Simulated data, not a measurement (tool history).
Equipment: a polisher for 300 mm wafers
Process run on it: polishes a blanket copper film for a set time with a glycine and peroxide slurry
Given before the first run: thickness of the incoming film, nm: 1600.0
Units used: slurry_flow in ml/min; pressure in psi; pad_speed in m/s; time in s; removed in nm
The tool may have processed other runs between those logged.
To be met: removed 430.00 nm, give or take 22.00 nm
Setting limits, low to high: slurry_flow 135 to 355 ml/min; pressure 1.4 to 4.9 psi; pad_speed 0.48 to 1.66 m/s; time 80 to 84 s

run,hour,slurry_flow,pressure,pad_speed,time,removed
1,0.0,225,3.1,1.06,80,532.89
2,4.4,225,2.9,1.06,80,514.58
3,8.7,225,2.7,1.04,80,471.71
4,10.9,255,2.7,1.04,80,462.30
5,18.1,255,2.7,1.14,80,526.31
6,23.4,200,2.7,1.14,80,481.96
7,26.9,195,2.6,1.14,80,468.48
8,33.7,190,2.5,1.14,80,474.18

Which of these 4 next moves meets every target?
A,40.5,225,2.8,0.74,80,?
B,40.5,225,2.4,1.32,84,?
C,40.5,220,3.1,0.82,80,?
D,40.5,155,2.8,1.12,80,?

move,removed
A,378.27
B,531.99
C,437.35
D,483.38
A: carries the result that was furthest off beyond its target, to the other side
B: misses by more than the last run did
C: all results land within tolerance of their targets
D: misses by more than the last run did
C meets every target.
